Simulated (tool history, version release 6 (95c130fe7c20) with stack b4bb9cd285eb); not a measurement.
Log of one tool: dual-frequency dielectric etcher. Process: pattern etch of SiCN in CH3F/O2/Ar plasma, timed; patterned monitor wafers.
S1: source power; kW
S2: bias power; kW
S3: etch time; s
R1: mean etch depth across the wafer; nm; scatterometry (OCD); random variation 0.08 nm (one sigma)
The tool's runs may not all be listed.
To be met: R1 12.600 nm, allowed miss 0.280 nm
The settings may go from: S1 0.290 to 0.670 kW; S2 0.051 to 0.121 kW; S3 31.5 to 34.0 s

Run 1, hour 0.0: S1 0.480 kW, S2 0.086 kW, S3 34.0 s. Result: R1 15.276 nm.
Run 2, hour 8.9: S1 0.440 kW, S2 0.086 kW, S3 34.0 s. Result: R1 14.615 nm.
Run 3, hour 17.6: S1 0.410 kW, S2 0.085 kW, S3 34.0 s. Result: R1 14.197 nm.
Run 4, hour 20.7: S1 0.410 kW, S2 0.099 kW, S3 34.0 s. Result: R1 15.195 nm.
Run 5, hour 24.6: S1 0.410 kW, S2 0.099 kW, S3 31.5 s. Result: R1 14.058 nm.
Run 6, hour 26.0: S1 0.390 kW, S2 0.098 kW, S3 31.5 s. Result: R1 13.810 nm.
Run 7, hour 32.5: S1 0.370 kW, S2 0.097 kW, S3 31.5 s. Result: R1 13.451 nm.
Run 8, hour 40.3: S1 0.360 kW, S2 0.097 kW, S3 31.5 s. Result: R1 13.272 nm.
Run 9, hour 46.6: S1 0.350 kW, S2 0.097 kW, S3 31.5 s. Result: R1 13.324 nm.
Run 10, hour 49.1: S1 0.340 kW, S2 0.096 kW, S3 31.5 s. Result: R1 12.954 nm.
Run 11, hour 52.5: S1 0.330 kW, S2 0.096 kW, S3 31.5 s. Result: R1 12.996 nm.

Which of these 4 next moves meets every target?
Run A, hour 55.9: S1 0.320 kW, S2 0.102 kW, S3 32.0 s. Result: R1 ?.
Run B, hour 55.9: S1 0.310 kW, S2 0.109 kW, S3 32.0 s. Result: R1 ?.
Run C, hour 55.9: S1 0.350 kW, S2 0.090 kW, S3 32.5 s. Result: R1 ?.
Run D, hour 55.9: S1 0.330 kW, S2 0.082 kW, S3 32.5 s. Result: R1 ?.

move      R1
   A  13.294
   B  13.496
   C  13.260
   D  12.599
A: further off than the last run
B: further off than the last run
C: further off than the last run
D: meets every target
Answer: D
